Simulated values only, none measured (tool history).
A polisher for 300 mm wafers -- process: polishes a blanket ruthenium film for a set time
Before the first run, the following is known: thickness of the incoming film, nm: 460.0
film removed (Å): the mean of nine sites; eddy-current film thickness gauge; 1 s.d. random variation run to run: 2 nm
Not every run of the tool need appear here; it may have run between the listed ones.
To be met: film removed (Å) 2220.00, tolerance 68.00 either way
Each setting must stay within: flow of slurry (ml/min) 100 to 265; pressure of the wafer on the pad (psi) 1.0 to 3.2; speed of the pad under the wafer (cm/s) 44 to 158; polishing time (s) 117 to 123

run	hour	flow of slurry (ml/min)	pressure of the wafer on the pad (psi)	speed of the pad under the wafer (cm/s)	polishing time (s)	film removed (Å)
1	0.0	170	2.1	100	117	1526.70
2	7.0	175	2.3	100	117	1685.60
3	9.3	175	2.3	86	117	1440.40
4	15.1	175	1.8	86	117	1131.50
5	19.3	175	1.8	66	117	901.57
6	21.2	195	1.8	66	117	912.93
7	22.6	205	2.4	90	118	1604.40
8	29.5	205	2.6	90	118	1746.30
9	31.4	205	2.7	90	118	1792.10
10	33.9	205	2.8	90	118	1879.20
11	39.2	205	2.9	90	118	1955.90
12	47.1	205	3.0	90	118	1985.00
13	55.2	210	3.1	90	118	2064.70

Of the 4 settings listed for the next run, only one would bring every result within its allowed miss of target. Which one?
A	63.3	255	2.7	90	117	?
B	63.3	195	3.1	92	123	?
C	63.3	240	2.9	82	120	?
D	63.3	240	3.2	68	123	?

move	film removed (Å)
A	1850.40
B	2204.00
C	1860.10
D	1779.00
A: moves away from the targets compared with the last run
B: every result within its allowed miss
C: moves away from the targets compared with the last run
D: moves away from the targets compared with the last run
B is the move that brings every result within its allowed miss.

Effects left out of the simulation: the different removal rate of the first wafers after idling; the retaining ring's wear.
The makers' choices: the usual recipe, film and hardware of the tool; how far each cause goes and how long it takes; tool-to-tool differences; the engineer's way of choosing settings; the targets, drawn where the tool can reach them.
